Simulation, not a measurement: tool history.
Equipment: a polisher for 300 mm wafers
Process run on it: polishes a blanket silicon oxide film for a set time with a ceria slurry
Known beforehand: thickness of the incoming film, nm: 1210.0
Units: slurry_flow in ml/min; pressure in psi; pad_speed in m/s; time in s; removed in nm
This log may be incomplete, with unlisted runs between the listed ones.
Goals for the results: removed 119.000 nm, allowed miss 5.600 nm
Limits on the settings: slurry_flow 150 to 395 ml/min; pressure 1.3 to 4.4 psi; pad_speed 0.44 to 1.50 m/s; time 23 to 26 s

run,hour,slurry_flow,pressure,pad_speed,time,removed
1,0.0,250,2.8,0.96,26,83.719
2,5.0,250,2.9,0.96,26,84.798
3,10.7,250,2.9,0.96,26,87.064
4,16.3,250,3.0,0.96,26,87.805
5,24.7,250,2.4,0.96,26,72.740
6,28.1,250,2.6,0.96,26,77.866
7,33.5,250,2.8,0.96,26,83.017
8,39.4,250,3.0,0.96,26,86.972

5 next moves are on the table. One of them brings every result within its allowed miss. Which?
A,45.3,185,2.9,0.86,23,?
B,45.3,235,1.9,1.12,24,?
C,45.3,255,3.3,1.06,25,?
D,45.3,280,3.4,1.02,26,?
E,45.3,260,3.4,1.12,26,?

move,removed
A,67.613
B,61.906
C,104.880
D,108.960
E,118.660
A: further off than the last run
B: further off than the last run
C: nearer than the last run, and not there yet
D: nearer than the last run, and not there yet
E: all results land within tolerance of their targets
E is the move that brings every result within its allowed miss.
